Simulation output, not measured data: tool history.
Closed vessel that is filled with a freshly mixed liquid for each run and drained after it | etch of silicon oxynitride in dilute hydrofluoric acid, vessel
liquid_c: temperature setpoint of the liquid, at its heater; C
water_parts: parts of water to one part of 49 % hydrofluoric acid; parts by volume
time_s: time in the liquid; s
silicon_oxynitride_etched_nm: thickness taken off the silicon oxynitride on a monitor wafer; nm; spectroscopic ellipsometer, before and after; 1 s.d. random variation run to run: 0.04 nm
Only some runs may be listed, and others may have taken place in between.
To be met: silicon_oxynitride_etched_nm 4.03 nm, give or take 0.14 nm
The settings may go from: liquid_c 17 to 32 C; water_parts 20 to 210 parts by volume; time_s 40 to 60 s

run,day,liquid_c,water_parts,time_s,silicon_oxynitride_etched_nm
1,0,24,115,60,1.753
2,0.208,25.5,115,60,1.8413
3,0.475,26.5,105,60,2.1437
4,0.533,27,100,60,2.3234
5,0.708,27,100,60,2.3147
6,0.917,27.5,95,60,2.5376
7,1.054,28,90,60,2.7697
8,1.346,28.5,90,60,2.7849
9,1.512,29,85,60,3.1102

Of the 5 settings listed for the next run, only one would bring every result within its allowed miss of target. Which one?
A,1.679,26.5,55,60,?
B,1.679,29,60,60,?
C,1.679,28,70,60,?
D,1.679,32,75,60,?
E,1.679,27,55,60,?

move,silicon_oxynitride_etched_nm
A,4.3435
B,4.458
C,3.6112
D,4.0263
E,4.4481
A: pushes the last run's worst result past its target
B: pushes the last run's worst result past its target
C: gains on the last run, yet a result remains outside its allowed miss
D: hits every target within its allowed miss
E: pushes the last run's worst result past its target
Correct choice: D, which meets every target

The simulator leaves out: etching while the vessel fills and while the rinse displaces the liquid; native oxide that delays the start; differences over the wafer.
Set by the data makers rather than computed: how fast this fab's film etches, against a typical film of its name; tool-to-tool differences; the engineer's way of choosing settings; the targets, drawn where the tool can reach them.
